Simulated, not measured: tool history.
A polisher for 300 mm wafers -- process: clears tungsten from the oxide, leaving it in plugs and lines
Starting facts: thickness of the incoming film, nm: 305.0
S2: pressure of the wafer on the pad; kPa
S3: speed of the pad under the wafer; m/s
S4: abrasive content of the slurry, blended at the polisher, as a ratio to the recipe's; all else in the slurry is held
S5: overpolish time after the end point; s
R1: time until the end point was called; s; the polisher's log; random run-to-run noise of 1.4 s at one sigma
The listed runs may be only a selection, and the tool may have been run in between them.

Run 1, hour 0: flow of slurry (ml/min) 215, S2 18.6 kPa, S3 0.82 m/s, S4 1, S5 9 s. Result: R1 142.32 s.
Run 2, hour 2.7: flow of slurry (ml/min) 215, S2 19.3 kPa, S3 0.82 m/s, S4 1, S5 9 s. Result: R1 136.95 s.
Run 3, hour 5: flow of slurry (ml/min) 215, S2 23.4 kPa, S3 0.82 m/s, S4 1, S5 9 s. Result: R1 114.28 s.
Run 4, hour 12.4: flow of slurry (ml/min) 165, S2 23.4 kPa, S3 0.82 m/s, S4 1, S5 9 s. Result: R1 122.48 s.
Run 5, hour 15.3: flow of slurry (ml/min) 170, S2 23.4 kPa, S3 0.82 m/s, S4 1, S5 9 s. Result: R1 118.99 s.
Run 6, hour 22.5: flow of slurry (ml/min) 175, S2 23.4 kPa, S3 0.82 m/s, S4 1, S5 9 s. Result: R1 118.41 s.

The next listed run, before its measurement:
Run 7, hour 24.2: flow of slurry (ml/min) 180, S2 23.4 kPa, S3 0.82 m/s, S4 1, S5 9 s. Result: R1 ?.

{"run 7": {"R1": 115.26}}
